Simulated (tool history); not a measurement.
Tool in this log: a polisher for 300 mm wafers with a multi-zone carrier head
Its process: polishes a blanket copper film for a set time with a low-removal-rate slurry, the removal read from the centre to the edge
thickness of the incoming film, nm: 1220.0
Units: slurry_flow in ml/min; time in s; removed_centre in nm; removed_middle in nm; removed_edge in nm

run,hour,slurry_flow,centre_zone,middle_zone,edge_zone,slurry_solids,time,removed_centre,removed_middle,removed_edge
1,0,215,1,1,1,1,44,149.06,151.82,145.21
2,5.3,210,1,0.98,0.98,0.95,44,146.13,145.93,140.03
3,13.1,210,1,0.98,0.9,0.95,44,146.07,145.27,136.43
4,21.5,210,1,1.03,0.9,0.95,44,146.79,151.14,136.57
5,28.3,210,1,0.99,0.9,0.95,44,145.61,146.99,138.38
6,32.2,165,1,0.99,0.9,0.95,44,140.86,140.97,133.63

What does the tool deliver on the next run?
7,35.6,135,1.02,0.89,0.83,0.8,44,?,?,?

Logged for run 7: removed_centre 129.55 nm, removed_middle 121.45 nm, removed_edge 118.28 nm.
